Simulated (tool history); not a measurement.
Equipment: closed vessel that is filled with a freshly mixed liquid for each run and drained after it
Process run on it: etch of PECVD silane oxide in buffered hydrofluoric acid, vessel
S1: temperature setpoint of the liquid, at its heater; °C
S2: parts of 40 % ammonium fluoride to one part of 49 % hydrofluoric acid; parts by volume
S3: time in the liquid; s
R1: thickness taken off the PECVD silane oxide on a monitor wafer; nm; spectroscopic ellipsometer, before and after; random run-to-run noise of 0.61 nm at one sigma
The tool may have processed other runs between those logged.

{"run": 1, "hour": 0.0, "S1": 21.0, "S2": 9.5, "S3": 35, "R1": 88.726}
{"run": 2, "hour": 4.0, "S1": 19.5, "S2": 9.5, "S3": 35, "R1": 83.357}
{"run": 3, "hour": 11.6, "S1": 19.5, "S2": 9.5, "S3": 35, "R1": 82.295}
{"run": 4, "hour": 18.9, "S1": 19.5, "S2": 7.0, "S3": 35, "R1": 112.7}
{"run": 5, "hour": 27.7, "S1": 18.5, "S2": 8.0, "S3": 35, "R1": 91.212}
{"run": 6, "hour": 35.8, "S1": 20.5, "S2": 8.0, "S3": 35, "R1": 102.57}
{"run": 7, "hour": 40.9, "S1": 19.5, "S2": 8.5, "S3": 35, "R1": 91.395}

Estimate the outcome of run 8 from the log above:
{"run": 8, "hour": 48.8, "S1": 18.5, "S2": 9.0, "S3": 35, "R1": "?"}

Run 8 measured R1 80.165 nm.
